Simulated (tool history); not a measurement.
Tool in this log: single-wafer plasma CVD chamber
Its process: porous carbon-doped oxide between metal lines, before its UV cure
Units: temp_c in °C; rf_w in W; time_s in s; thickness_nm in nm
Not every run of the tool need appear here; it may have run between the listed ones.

run	hour	temp_c	rf_w	time_s	thickness_nm
1	0.0	295	400	22.4	100.090
2	0.6	302	375	22.4	90.847
3	4.0	302	330	22.4	83.624
4	5.3	292	330	22.4	89.752
5	6.3	292	290	22.4	81.790
6	7.7	296	290	22.4	79.590

Run 7 comes next. What will it give?
7	9.3	299	290	22.4	?

thickness_nm: 78.297 nm
